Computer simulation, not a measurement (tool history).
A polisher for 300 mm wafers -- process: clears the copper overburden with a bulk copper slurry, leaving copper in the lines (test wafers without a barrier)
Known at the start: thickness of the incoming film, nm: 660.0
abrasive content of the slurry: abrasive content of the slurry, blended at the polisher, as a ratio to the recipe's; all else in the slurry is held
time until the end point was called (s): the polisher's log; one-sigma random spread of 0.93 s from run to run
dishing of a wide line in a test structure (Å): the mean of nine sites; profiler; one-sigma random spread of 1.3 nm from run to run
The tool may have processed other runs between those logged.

run	hour	flow of slurry (ml/min)	pressure of the wafer on the pad (kPa)	speed of the pad under the wafer (cm/s)	abrasive content of the slurry	overpolish time after the end point (s)	time until the end point was called (s)	dishing of a wide line in a test structure (Å)
1	0	230	16.5	94	1	15	82.577	752.38
2	7	230	16.5	94	1	13	82.753	675.24
3	12.7	230	17.2	94	1	15	78.579	780.49
4	19	210	17.2	94	1	15	81.238	766.02
5	25.3	265	17.2	94	1	15	77.782	794.84
6	31.3	265	18.6	94	1	15	71.185	830.11
7	40.1	260	18.6	94	1	16	71.077	880.58
8	45	255	18.6	94	1	17	73.619	904.57

Predict the results of run 9:
9	53.5	255	18.6	94	1	18	?	?

Run 9 produced time until the end point was called (s) 73.43, dishing of a wide line in a test structure (Å) 937.58.
